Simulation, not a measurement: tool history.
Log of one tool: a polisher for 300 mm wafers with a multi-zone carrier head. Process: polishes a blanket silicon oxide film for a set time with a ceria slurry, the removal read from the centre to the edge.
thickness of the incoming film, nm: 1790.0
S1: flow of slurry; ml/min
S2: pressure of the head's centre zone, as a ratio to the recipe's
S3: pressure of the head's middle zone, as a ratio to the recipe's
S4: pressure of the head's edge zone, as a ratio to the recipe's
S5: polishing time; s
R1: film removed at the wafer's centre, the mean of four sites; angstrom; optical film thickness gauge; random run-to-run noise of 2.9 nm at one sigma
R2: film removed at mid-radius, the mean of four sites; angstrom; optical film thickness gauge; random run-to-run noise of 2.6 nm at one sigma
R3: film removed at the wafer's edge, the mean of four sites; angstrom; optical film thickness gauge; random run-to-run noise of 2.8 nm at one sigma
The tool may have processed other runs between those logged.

run 1 hour=0 | S1=315 S2=1 S3=1 S4=1 S5=75 | R1=2556.8 R2=2528.6 R3=2542.1
run 2 hour=2.8 | S1=315 S2=1.02 S3=0.96 S4=0.97 S5=71 | R1=2407.4 R2=2340.9 R3=2401.1
run 3 hour=4.1 | S1=315 S2=1.07 S3=0.96 S4=0.97 S5=71 | R1=2589.9 R2=2346.7 R3=2378.6
run 4 hour=11.1 | S1=315 S2=1.07 S3=1 S4=0.97 S5=71 | R1=2624.4 R2=2381.3 R3=2370.1
run 5 hour=13.3 | S1=365 S2=1.07 S3=1 S4=0.97 S5=71 | R1=2660 R2=2512.9 R3=2404.3
run 6 hour=17.2 | S1=365 S2=1.07 S3=0.92 S4=0.97 S5=71 | R1=2648.1 R2=2296.9 R3=2401.9
run 7 hour=21.3 | S1=365 S2=1.07 S3=0.9 S4=0.95 S5=68 | R1=2482.3 R2=2113.7 R3=2292.6
run 8 hour=25.2 | S1=365 S2=1.07 S3=0.9 S4=0.92 S5=66 | R1=2432 R2=2026.1 R3=2207.5

Run 9 is up next; what results do you expect?
run 9 hour=29.8 | S1=365 S2=1.07 S3=0.91 S4=0.9 S5=65 | R1=? R2=? R3=?

R1: 2445 angstrom
R2: 2059.1 angstrom
R3: 2078.7 angstrom

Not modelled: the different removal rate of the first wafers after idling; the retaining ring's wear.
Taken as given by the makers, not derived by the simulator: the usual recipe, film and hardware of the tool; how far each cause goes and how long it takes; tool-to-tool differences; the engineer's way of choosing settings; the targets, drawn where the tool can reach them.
